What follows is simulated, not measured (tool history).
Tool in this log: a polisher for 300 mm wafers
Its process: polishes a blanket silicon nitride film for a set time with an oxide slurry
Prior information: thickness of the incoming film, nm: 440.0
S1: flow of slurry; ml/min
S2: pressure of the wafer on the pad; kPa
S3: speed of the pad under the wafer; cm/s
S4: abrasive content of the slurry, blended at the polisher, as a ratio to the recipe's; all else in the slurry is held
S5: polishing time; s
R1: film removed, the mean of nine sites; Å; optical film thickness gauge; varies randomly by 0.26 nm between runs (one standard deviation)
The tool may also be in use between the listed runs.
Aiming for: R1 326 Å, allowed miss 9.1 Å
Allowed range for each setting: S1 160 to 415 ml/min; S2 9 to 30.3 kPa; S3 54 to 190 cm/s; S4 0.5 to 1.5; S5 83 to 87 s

{"run": 1, "hour": 0.0, "S1": 265, "S2": 19.3, "S3": 122, "S4": 1, "S5": 83, "R1": 489.9}
{"run": 2, "hour": 8.8, "S1": 265, "S2": 17.9, "S3": 122, "S4": 1, "S5": 83, "R1": 470.37}
{"run": 3, "hour": 9.7, "S1": 265, "S2": 17.9, "S3": 122, "S4": 0.85, "S5": 83, "R1": 435.3}
{"run": 4, "hour": 17.8, "S1": 265, "S2": 17.9, "S3": 106, "S4": 0.85, "S5": 83, "R1": 390.99}
{"run": 5, "hour": 22.5, "S1": 265, "S2": 17.2, "S3": 106, "S4": 0.85, "S5": 83, "R1": 374}
{"run": 6, "hour": 30.6, "S1": 265, "S2": 16.5, "S3": 106, "S4": 0.85, "S5": 83, "R1": 367.61}
{"run": 7, "hour": 39.2, "S1": 265, "S2": 15.9, "S3": 106, "S4": 0.85, "S5": 83, "R1": 355.69}
{"run": 8, "hour": 44.7, "S1": 265, "S2": 15.2, "S3": 106, "S4": 0.85, "S5": 83, "R1": 347.57}
{"run": 9, "hour": 52.2, "S1": 260, "S2": 14.5, "S3": 106, "S4": 0.85, "S5": 83, "R1": 336.43}

Below are 5 possible settings for the next run. Only one of them brings all results inside the allowed miss of their targets. Which is it?
{"run": "A", "hour": 59.7, "S1": 265, "S2": 16.5, "S3": 104, "S4": 0.75, "S5": 84, "R1": "?"}
{"run": "B", "hour": 59.7, "S1": 250, "S2": 10.3, "S3": 118, "S4": 1.15, "S5": 87, "R1": "?"}
{"run": "C", "hour": 59.7, "S1": 285, "S2": 14.5, "S3": 94, "S4": 0.9, "S5": 85, "R1": "?"}
{"run": "D", "hour": 59.7, "S1": 270, "S2": 13.1, "S3": 120, "S4": 0.85, "S5": 83, "R1": "?"}
{"run": "E", "hour": 59.7, "S1": 265, "S2": 11, "S3": 122, "S4": 0.9, "S5": 87, "R1": "?"}

move=A R1=342.5
move=B R1=349.11
move=C R1=320.32
move=D R1=345.43
move=E R1=338.05
A: lands further from the targets than the last run did
B: lands further from the targets than the last run did
C: all results land within tolerance of their targets
D: lands further from the targets than the last run did
E: lands further from the targets than the last run did
C is the move that brings every result within its allowed miss.

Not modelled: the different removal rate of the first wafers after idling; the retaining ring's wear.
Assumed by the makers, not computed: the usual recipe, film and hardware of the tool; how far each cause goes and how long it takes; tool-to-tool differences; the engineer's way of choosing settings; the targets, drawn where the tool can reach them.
